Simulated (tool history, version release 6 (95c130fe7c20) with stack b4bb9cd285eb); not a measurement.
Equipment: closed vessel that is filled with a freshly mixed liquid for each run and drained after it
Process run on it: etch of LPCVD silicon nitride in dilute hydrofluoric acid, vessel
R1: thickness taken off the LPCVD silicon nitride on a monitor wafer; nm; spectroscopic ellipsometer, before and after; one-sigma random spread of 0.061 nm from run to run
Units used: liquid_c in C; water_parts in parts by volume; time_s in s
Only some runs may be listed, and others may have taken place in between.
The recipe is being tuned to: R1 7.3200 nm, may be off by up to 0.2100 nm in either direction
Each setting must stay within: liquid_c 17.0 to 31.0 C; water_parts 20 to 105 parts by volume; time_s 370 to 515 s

Run 1, hour 0.0: liquid_c 23.0 C, water_parts 55 parts by volume, time_s 515 s. Result: R1 3.8711 nm.
Run 2, hour 4.4: liquid_c 25.0 C, water_parts 55 parts by volume, time_s 515 s. Result: R1 4.4380 nm.
Run 3, hour 12.8: liquid_c 25.0 C, water_parts 55 parts by volume, time_s 370 s. Result: R1 3.2370 nm.
Run 4, hour 18.7: liquid_c 23.0 C, water_parts 55 parts by volume, time_s 370 s. Result: R1 2.7713 nm.
Run 5, hour 23.5: liquid_c 23.0 C, water_parts 55 parts by volume, time_s 515 s. Result: R1 3.9350 nm.
Run 6, hour 30.4: liquid_c 25.0 C, water_parts 50 parts by volume, time_s 515 s. Result: R1 4.8879 nm.
Run 7, hour 36.4: liquid_c 26.5 C, water_parts 50 parts by volume, time_s 515 s. Result: R1 5.3290 nm.
Run 8, hour 45.6: liquid_c 27.5 C, water_parts 50 parts by volume, time_s 515 s. Result: R1 5.6974 nm.
Run 9, hour 47.2: liquid_c 28.5 C, water_parts 50 parts by volume, time_s 515 s. Result: R1 6.1162 nm.
Run 10, hour 49.3: liquid_c 29.0 C, water_parts 50 parts by volume, time_s 515 s. Result: R1 6.3728 nm.

Exactly one of the 4 candidate moves below puts every result within its allowed miss. Which one?
Run A, hour 51.4: liquid_c 30.0 C, water_parts 45 parts by volume, time_s 475 s. Result: R1 ?.
Run B, hour 51.4: liquid_c 30.5 C, water_parts 40 parts by volume, time_s 400 s. Result: R1 ?.
Run C, hour 51.4: liquid_c 28.0 C, water_parts 35 parts by volume, time_s 440 s. Result: R1 ?.
Run D, hour 51.4: liquid_c 24.5 C, water_parts 25 parts by volume, time_s 430 s. Result: R1 ?.

move      R1
   A  6.9221
   B  6.7615
   C  7.2000
   D  7.7085
A: nearer than the last run, and not there yet
B: nearer than the last run, and not there yet
C: in spec on every target
D: moves the result that the last run missed by most past its target, out the other side
The right move is C.
